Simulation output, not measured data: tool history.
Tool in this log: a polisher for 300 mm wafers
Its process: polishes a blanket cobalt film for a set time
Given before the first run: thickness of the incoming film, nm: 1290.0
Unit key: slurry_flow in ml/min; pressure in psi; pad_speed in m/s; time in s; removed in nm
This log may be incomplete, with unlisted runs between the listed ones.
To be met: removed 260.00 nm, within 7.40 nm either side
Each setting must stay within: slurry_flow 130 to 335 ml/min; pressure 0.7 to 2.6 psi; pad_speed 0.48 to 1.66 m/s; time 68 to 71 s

{"run": 1, "hour": 0.0, "slurry_flow": 215, "pressure": 1.6, "pad_speed": 1.06, "time": 68, "removed": 307.12}
{"run": 2, "hour": 3.0, "slurry_flow": 210, "pressure": 1.5, "pad_speed": 1.06, "time": 68, "removed": 290.65}
{"run": 3, "hour": 8.7, "slurry_flow": 205, "pressure": 1.4, "pad_speed": 1.06, "time": 68, "removed": 269.48}
{"run": 4, "hour": 16.3, "slurry_flow": 205, "pressure": 1.6, "pad_speed": 1.06, "time": 68, "removed": 306.42}
{"run": 5, "hour": 20.2, "slurry_flow": 205, "pressure": 1.6, "pad_speed": 0.84, "time": 68, "removed": 244.06}
{"run": 6, "hour": 21.6, "slurry_flow": 210, "pressure": 1.6, "pad_speed": 0.84, "time": 68, "removed": 244.11}
{"run": 7, "hour": 24.6, "slurry_flow": 210, "pressure": 1.6, "pad_speed": 0.84, "time": 68, "removed": 242.17}
{"hour": 25.5, "done": "worn pad replaced by a new one"}
{"run": 8, "hour": 25.5, "slurry_flow": 210, "pressure": 1.7, "pad_speed": 0.84, "time": 68, "removed": 289.08}
{"run": 9, "hour": 29.6, "slurry_flow": 205, "pressure": 1.7, "pad_speed": 0.84, "time": 68, "removed": 289.41}
{"run": 10, "hour": 32.6, "slurry_flow": 220, "pressure": 1.7, "pad_speed": 0.84, "time": 68, "removed": 290.91}
{"run": 11, "hour": 37.5, "slurry_flow": 210, "pressure": 1.7, "pad_speed": 0.84, "time": 68, "removed": 286.68}

Which single option among these 5 for the next run brings every result within its allowed miss of target? Just one does.
{"run": "A", "hour": 42.4, "slurry_flow": 220, "pressure": 1.2, "pad_speed": 1.06, "time": 68, "removed": "?"}
{"run": "B", "hour": 42.4, "slurry_flow": 210, "pressure": 1.8, "pad_speed": 0.84, "time": 70, "removed": "?"}
{"run": "C", "hour": 42.4, "slurry_flow": 220, "pressure": 1.8, "pad_speed": 0.78, "time": 71, "removed": "?"}
{"run": "D", "hour": 42.4, "slurry_flow": 225, "pressure": 1.8, "pad_speed": 0.66, "time": 68, "removed": "?"}
{"run": "E", "hour": 42.4, "slurry_flow": 215, "pressure": 1.5, "pad_speed": 0.98, "time": 69, "removed": "?"}

move=A removed=260.79
move=B removed=317.20
move=C removed=301.68
move=D removed=247.93
move=E removed=303.81
A: meets every target
B: moves away from the targets compared with the last run
C: moves away from the targets compared with the last run
D: carries the result that was furthest off beyond its target, to the other side
E: moves away from the targets compared with the last run
A meets every target.
